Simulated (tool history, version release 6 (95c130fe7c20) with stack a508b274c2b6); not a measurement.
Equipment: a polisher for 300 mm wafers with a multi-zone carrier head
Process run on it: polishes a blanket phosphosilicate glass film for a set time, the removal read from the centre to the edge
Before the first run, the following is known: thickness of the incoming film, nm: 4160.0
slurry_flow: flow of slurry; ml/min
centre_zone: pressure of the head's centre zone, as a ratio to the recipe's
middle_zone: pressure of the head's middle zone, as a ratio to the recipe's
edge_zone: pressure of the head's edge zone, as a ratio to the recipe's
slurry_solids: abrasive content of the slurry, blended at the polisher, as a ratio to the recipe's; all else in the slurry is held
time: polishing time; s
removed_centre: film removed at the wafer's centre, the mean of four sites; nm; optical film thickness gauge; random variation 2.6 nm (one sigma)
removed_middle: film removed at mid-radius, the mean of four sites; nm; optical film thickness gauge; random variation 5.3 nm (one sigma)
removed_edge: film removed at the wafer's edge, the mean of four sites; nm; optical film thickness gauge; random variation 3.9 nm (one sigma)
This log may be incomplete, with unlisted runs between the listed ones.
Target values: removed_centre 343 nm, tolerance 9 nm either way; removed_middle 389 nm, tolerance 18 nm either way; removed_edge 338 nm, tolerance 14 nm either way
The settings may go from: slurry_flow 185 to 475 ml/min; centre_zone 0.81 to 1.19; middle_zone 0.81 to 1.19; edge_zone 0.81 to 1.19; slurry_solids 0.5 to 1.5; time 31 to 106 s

run  hour  slurry_flow  centre_zone  middle_zone  edge_zone  slurry_solids  time  removed_centre  removed_middle  removed_edge
  1     0          305            1            1          1              1    68          486.65             493        480.67
  2   1.5          305            1            1       1.08              1    68          491.74          486.76        509.34
  3   5.9          305         0.99            1       1.04            0.9    68          440.49          450.97        459.13
  4    10          305         0.93            1       1.04            0.9    68          418.31          446.84        448.52
  5  18.2          305         0.98            1       1.04            0.9    68          436.54          451.71        461.17
  6    25          365         0.98            1       1.04            0.9    68          444.17          463.51        460.04
  7  26.7          370         0.97         0.99          1           0.85    68          424.86          438.81        445.24
  8  34.8          370         0.97            1       0.97            0.8    67          399.16          399.79        408.13
  9    38          370         0.95         1.02       0.94            0.8    67          383.61          414.51         395.7
 10  39.6          370         0.95         1.03       0.92            0.8    67          386.92          408.71        389.03
 11  44.7          370         0.94         1.04        0.9            0.8    67          382.02          420.72        385.04
 12  47.4          370         0.94         1.04       0.89            0.8    67          383.37          424.36        385.45
 13  50.4          370         0.94         1.04       0.88            0.8    67          389.61          421.77        374.25
 14  58.8          370         0.92         1.03       0.87            0.8    67          381.88          420.08        382.93

Below are 5 possible settings for the next run. Only one of them brings all results inside the allowed miss of their targets. Which is it?
  A  67.2          360         1.03         1.19       0.81           0.85    55               ?               ?             ?
  B  67.2          405         1.03         1.04       0.91            0.8    58               ?               ?             ?
  C  67.2          365         0.92         1.05       0.81           0.65    77               ?               ?             ?
  D  67.2          310         1.06         0.99       0.83            0.9    61               ?               ?             ?
  E  67.2          345         1.12         1.09       0.81            0.9    61               ?               ?             ?

move  removed_centre  removed_middle  removed_edge
   A          365.43          404.62        315.95
   B          368.42          363.42        335.63
   C          344.08          383.98        334.19
   D          430.14          396.38        368.31
   E          459.94          434.26        366.67
A: closes in on the targets versus the last run, not all within tolerance yet
B: closes in on the targets versus the last run, not all within tolerance yet
C: each result inside its tolerance
D: misses by more than the last run did
E: misses by more than the last run did
So the answer is move C, the one that meets all the targets.
